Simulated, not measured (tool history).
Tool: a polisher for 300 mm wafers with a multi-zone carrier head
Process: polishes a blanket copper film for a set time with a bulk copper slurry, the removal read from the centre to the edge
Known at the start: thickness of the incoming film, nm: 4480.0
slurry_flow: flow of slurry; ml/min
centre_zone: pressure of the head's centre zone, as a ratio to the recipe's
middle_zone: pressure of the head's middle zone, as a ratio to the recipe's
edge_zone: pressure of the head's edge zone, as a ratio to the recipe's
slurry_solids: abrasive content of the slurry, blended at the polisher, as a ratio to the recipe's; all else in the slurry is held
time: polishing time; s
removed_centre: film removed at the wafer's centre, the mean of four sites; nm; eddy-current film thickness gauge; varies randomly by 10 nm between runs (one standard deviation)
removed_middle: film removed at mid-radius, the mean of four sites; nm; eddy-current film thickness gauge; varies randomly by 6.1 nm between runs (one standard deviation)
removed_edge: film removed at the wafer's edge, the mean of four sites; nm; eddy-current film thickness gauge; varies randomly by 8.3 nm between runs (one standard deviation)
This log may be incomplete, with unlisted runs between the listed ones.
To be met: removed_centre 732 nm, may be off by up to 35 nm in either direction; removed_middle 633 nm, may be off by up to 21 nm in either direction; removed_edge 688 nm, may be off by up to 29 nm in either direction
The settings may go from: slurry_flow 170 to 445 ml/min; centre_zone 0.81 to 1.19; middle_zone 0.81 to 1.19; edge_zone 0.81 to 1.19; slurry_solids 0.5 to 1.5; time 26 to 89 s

run  hour  slurry_flow  centre_zone  middle_zone  edge_zone  slurry_solids  time  removed_centre  removed_middle  removed_edge
  1     0          285            1            1          1              1    57          550.26          541.41        542.13
  2   8.3          285         1.02            1       1.02            1.1    58          597.54          565.81        579.12
  3  13.7          285         1.02            1        1.1            1.1    58          590.33           569.7        582.49
  4  21.7          285         0.98            1        1.1            1.1    58          559.17          569.84        592.34
  5  23.5          285         0.98            1       1.18            1.1    58          566.78          570.07        607.28
  6  32.4          250         0.98            1       1.18            1.1    58           553.6          559.59        617.51
  7  35.4          250            1            1       1.18           1.15    59          583.91          574.91        623.59
  8  40.8          250         1.01         0.99       1.18            1.2    60           606.1          585.84        651.52

Next run, 5 choices. One meets every target within its allowed miss, the rest don't. Which?
  A  46.2          235         0.99         1.01       1.18            1.2    54               ?               ?             ?
  B  46.2          335         1.13         0.94       1.13           1.15    71               ?               ?             ?
  C  46.2          210         1.19         0.89       1.18           1.25    70               ?               ?             ?
  D  46.2          310         1.19         1.04       1.13            1.2    64               ?               ?             ?
  E  46.2          350         1.09         0.96       1.13            1.2    64               ?               ?             ?

move  removed_centre  removed_middle  removed_edge
   A           537.8          538.87        584.19
   B          831.38          694.31        765.03
   C          829.62           639.8        758.09
   D          792.82          672.57        693.96
   E           736.1          645.53        700.66
A: lands further from the targets than the last run did
B: carries the result that was furthest off beyond its target, to the other side
C: carries the result that was furthest off beyond its target, to the other side
D: carries the result that was furthest off beyond its target, to the other side
E: meets every target
The move that meets every target is E.
